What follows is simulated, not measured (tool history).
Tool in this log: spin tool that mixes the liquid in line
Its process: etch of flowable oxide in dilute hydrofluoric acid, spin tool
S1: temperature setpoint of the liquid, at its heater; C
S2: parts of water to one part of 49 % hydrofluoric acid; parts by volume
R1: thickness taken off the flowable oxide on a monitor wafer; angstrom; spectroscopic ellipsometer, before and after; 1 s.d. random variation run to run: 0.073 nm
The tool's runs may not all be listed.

run 1 day=0.000 | S1=24.0 S2=55 time_under_the_liquid_(s)=50 | R1=272.92
run 2 day=0.304 | S1=24.0 S2=65 time_under_the_liquid_(s)=50 | R1=227.77
run 3 day=0.375 | S1=27.0 S2=65 time_under_the_liquid_(s)=50 | R1=257.05
run 4 day=0.638 | S1=25.0 S2=70 time_under_the_liquid_(s)=50 | R1=217.34
run 5 day=0.750 | S1=25.0 S2=85 time_under_the_liquid_(s)=50 | R1=175.47
run 6 day=0.917 | S1=21.5 S2=85 time_under_the_liquid_(s)=50 | R1=153.49
run 7 day=1.058 | S1=20.5 S2=85 time_under_the_liquid_(s)=50 | R1=147.95

What does the tool deliver on the next run?
-- day=1.421 hydrofluoric acid flow meter replaced
run 8 day=1.421 | S1=20.0 S2=85 time_under_the_liquid_(s)=50 | R1=?

Run 8 gave R1 127.99 angstrom.
